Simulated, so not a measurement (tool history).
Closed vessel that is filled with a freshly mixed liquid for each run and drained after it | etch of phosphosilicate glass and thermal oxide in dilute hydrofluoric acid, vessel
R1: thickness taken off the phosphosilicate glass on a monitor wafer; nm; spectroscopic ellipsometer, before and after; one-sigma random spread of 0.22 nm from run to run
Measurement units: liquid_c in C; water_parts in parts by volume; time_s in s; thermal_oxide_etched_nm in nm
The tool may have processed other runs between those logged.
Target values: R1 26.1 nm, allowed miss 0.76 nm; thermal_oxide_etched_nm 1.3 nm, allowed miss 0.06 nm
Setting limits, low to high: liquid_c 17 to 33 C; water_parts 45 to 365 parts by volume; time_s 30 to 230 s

run 1 hour=0 | liquid_c=25 water_parts=205 time_s=120 | R1=51.118 thermal_oxide_etched_nm=2.6388
run 2 hour=9.3 | liquid_c=25 water_parts=160 time_s=120 | R1=68.995 thermal_oxide_etched_nm=3.4589
run 3 hour=12.5 | liquid_c=24 water_parts=175 time_s=120 | R1=60.141 thermal_oxide_etched_nm=3.0029
run 4 hour=20.7 | liquid_c=24 water_parts=150 time_s=120 | R1=72.254 thermal_oxide_etched_nm=3.5447
run 5 hour=29.5 | liquid_c=23 water_parts=165 time_s=120 | R1=61.713 thermal_oxide_etched_nm=3.0388
run 6 hour=34.3 | liquid_c=21 water_parts=165 time_s=120 | R1=58.071 thermal_oxide_etched_nm=2.8601
run 7 hour=43.6 | liquid_c=20.5 water_parts=175 time_s=120 | R1=53.266 thermal_oxide_etched_nm=2.6559
run 8 hour=49.3 | liquid_c=20 water_parts=185 time_s=120 | R1=48.512 thermal_oxide_etched_nm=2.3816
run 9 hour=55 | liquid_c=19.5 water_parts=195 time_s=120 | R1=45.008 thermal_oxide_etched_nm=2.2165
run 10 hour=61.2 | liquid_c=19 water_parts=205 time_s=120 | R1=42.085 thermal_oxide_etched_nm=2.1108
run 11 hour=70.3 | liquid_c=19 water_parts=210 time_s=120 | R1=39.986 thermal_oxide_etched_nm=1.9458
run 12 hour=79.6 | liquid_c=19 water_parts=215 time_s=120 | R1=38.939 thermal_oxide_etched_nm=1.9284
run 13 hour=81.6 | liquid_c=19 water_parts=220 time_s=120 | R1=38.027 thermal_oxide_etched_nm=1.8372
run 14 hour=85.7 | liquid_c=19 water_parts=225 time_s=120 | R1=37.092 thermal_oxide_etched_nm=1.8584
run 15 hour=88.2 | liquid_c=19 water_parts=230 time_s=120 | R1=36.327 thermal_oxide_etched_nm=1.8081
run 16 hour=97.3 | liquid_c=19 water_parts=230 time_s=120 | R1=36.406 thermal_oxide_etched_nm=1.7961
run 17 hour=102.8 | liquid_c=19 water_parts=235 time_s=120 | R1=35.032 thermal_oxide_etched_nm=1.726
run 18 hour=107.2 | liquid_c=19 water_parts=240 time_s=120 | R1=33.999 thermal_oxide_etched_nm=1.6967
run 19 hour=112.4 | liquid_c=19 water_parts=240 time_s=120 | R1=33.965 thermal_oxide_etched_nm=1.6956
run 20 hour=117.3 | liquid_c=19 water_parts=245 time_s=120 | R1=33.303 thermal_oxide_etched_nm=1.6578
run 21 hour=124.2 | liquid_c=19 water_parts=250 time_s=120 | R1=32.409 thermal_oxide_etched_nm=1.6443
run 22 hour=126 | liquid_c=19 water_parts=255 time_s=120 | R1=32.103 thermal_oxide_etched_nm=1.5561

Exactly one of the 4 candidate moves below puts every result within its allowed miss. Which one?
run A hour=127.8 | liquid_c=18.5 water_parts=255 time_s=110 | R1=? thermal_oxide_etched_nm=?
run B hour=127.8 | liquid_c=18.5 water_parts=230 time_s=95 | R1=? thermal_oxide_etched_nm=?
run C hour=127.8 | liquid_c=20 water_parts=270 time_s=165 | R1=? thermal_oxide_etched_nm=?
run D hour=127.8 | liquid_c=18.5 water_parts=265 time_s=105 | R1=? thermal_oxide_etched_nm=?

move=A R1=28.596 thermal_oxide_etched_nm=1.3872
move=B R1=28.01 thermal_oxide_etched_nm=1.3588
move=C R1=42.281 thermal_oxide_etched_nm=2.0512
move=D R1=26.032 thermal_oxide_etched_nm=1.2629
A: closer than the last run, but not yet in spec
B: closer than the last run, but not yet in spec
C: its largest miss is bigger than the last run's
D: every result lands within tolerance
Move D is the one to make.

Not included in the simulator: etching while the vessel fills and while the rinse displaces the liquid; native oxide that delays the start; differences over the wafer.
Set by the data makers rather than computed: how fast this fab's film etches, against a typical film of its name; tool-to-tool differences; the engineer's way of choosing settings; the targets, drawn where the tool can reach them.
